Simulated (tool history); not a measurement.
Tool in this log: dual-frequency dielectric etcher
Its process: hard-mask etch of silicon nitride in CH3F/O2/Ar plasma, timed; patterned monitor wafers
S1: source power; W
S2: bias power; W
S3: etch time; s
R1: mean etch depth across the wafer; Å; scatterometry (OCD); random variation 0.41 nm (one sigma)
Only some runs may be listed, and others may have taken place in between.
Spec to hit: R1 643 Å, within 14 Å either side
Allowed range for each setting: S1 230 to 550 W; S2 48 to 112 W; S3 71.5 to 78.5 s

{"run": 1, "hour": 0.0, "S1": 390, "S2": 80, "S3": 78.5, "R1": 581.61}
{"run": 2, "hour": 6.1, "S1": 390, "S2": 74, "S3": 78.5, "R1": 559.2}
{"run": 3, "hour": 8.3, "S1": 410, "S2": 75, "S3": 78.5, "R1": 574.33}
{"run": 4, "hour": 9.7, "S1": 360, "S2": 75, "S3": 78.5, "R1": 550.21}
{"run": 5, "hour": 14.4, "S1": 390, "S2": 76, "S3": 78.5, "R1": 577.77}
{"run": 6, "hour": 20.8, "S1": 410, "S2": 77, "S3": 78.5, "R1": 584.17}
{"run": 7, "hour": 26.6, "S1": 420, "S2": 78, "S3": 78.5, "R1": 594.74}
{"run": 8, "hour": 31.8, "S1": 430, "S2": 78, "S3": 78.5, "R1": 603.03}
{"run": 9, "hour": 36.1, "S1": 440, "S2": 78, "S3": 78.5, "R1": 612.43}
{"run": 10, "hour": 43.7, "S1": 450, "S2": 78, "S3": 78.5, "R1": 609.1}
{"run": 11, "hour": 49.5, "S1": 510, "S2": 82, "S3": 78.5, "R1": 663.49}

Exercise: of the 4 proposed moves below, exactly one satisfies all targets within the stated allowed misses. Which move is it?
{"run": "A", "hour": 55.3, "S1": 510, "S2": 84, "S3": 78.5, "R1": "?"}
{"run": "B", "hour": 55.3, "S1": 540, "S2": 81, "S3": 74.5, "R1": "?"}
{"run": "C", "hour": 55.3, "S1": 520, "S2": 86, "S3": 78.5, "R1": "?"}
{"run": "D", "hour": 55.3, "S1": 550, "S2": 91, "S3": 76, "R1": "?"}

move=A R1=666.57
move=B R1=638.15
move=C R1=678.72
move=D R1=688.85
A: its largest miss is bigger than the last run's
B: each result inside its tolerance
C: its largest miss is bigger than the last run's
D: its largest miss is bigger than the last run's
Move B is the one to make.
